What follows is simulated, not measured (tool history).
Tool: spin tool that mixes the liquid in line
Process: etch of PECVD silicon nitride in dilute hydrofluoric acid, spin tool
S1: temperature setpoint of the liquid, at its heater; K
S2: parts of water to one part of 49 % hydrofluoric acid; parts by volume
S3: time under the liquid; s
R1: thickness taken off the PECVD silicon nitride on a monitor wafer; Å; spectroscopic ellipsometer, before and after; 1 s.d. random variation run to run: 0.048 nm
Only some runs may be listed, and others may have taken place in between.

{"run": 1, "hour": 0.0, "S1": 294.15, "S2": 60, "S3": 50, "R1": 38.47}
{"run": 2, "hour": 2.6, "S1": 294.15, "S2": 40, "S3": 50, "R1": 56.185}
{"run": 3, "hour": 6.1, "S1": 294.15, "S2": 25, "S3": 50, "R1": 89.524}
{"run": 4, "hour": 10.4, "S1": 293.15, "S2": 25, "S3": 50, "R1": 83.716}
{"run": 5, "hour": 13.1, "S1": 293.15, "S2": 45, "S3": 50, "R1": 48.121}
{"run": 6, "hour": 15.7, "S1": 293.15, "S2": 25, "S3": 50, "R1": 83.946}

Predict the results of run 7:
{"run": 7, "hour": 20.5, "S1": 290.15, "S2": 40, "S3": 50, "R1": "?"}

Run 7 measured R1 42.365 Å.
